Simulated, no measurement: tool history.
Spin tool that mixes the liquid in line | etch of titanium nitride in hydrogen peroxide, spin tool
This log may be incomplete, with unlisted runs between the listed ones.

| run | hour | temperature setpoint of the liquid (K) | concentration of hydrogen peroxide in the mixed liquid (% by weight) | time under the liquid (s) | thickness taken off the titanium nitride on a monitor wafer (angstrom) |
|---|---|---|---|---|---|
| 1 | 0 | 327.15 | 22 | 305 | 249.78 |
| 2 | 1.3 | 326.65 | 22 | 305 | 242.53 |
| 3 | 3 | 326.65 | 22 | 305 | 242.29 |
| 4 | 7.3 | 326.65 | 22 | 305 | 241.82 |
| 5 | 14.3 | 320.65 | 22 | 305 | 157.63 |
| 6 | 21.1 | 320.65 | 20 | 305 | 153.43 |
| 7 | 24.6 | 322.65 | 20 | 305 | 178.22 |
| 8 | 33.1 | 323.65 | 20 | 305 | 192.14 |
| 9 | 38.7 | 324.65 | 20 | 305 | 206.21 |
| 10 | 44.1 | 325.15 | 20 | 305 | 213.67 |

Run 11, settings as shown, results not yet in. Your forecast:
| 11 | 48.3 | 325.65 | 20 | 305 | ? |

{"run 11": {"thickness taken off the titanium nitride on a monitor wafer (angstrom)": 222.87}}
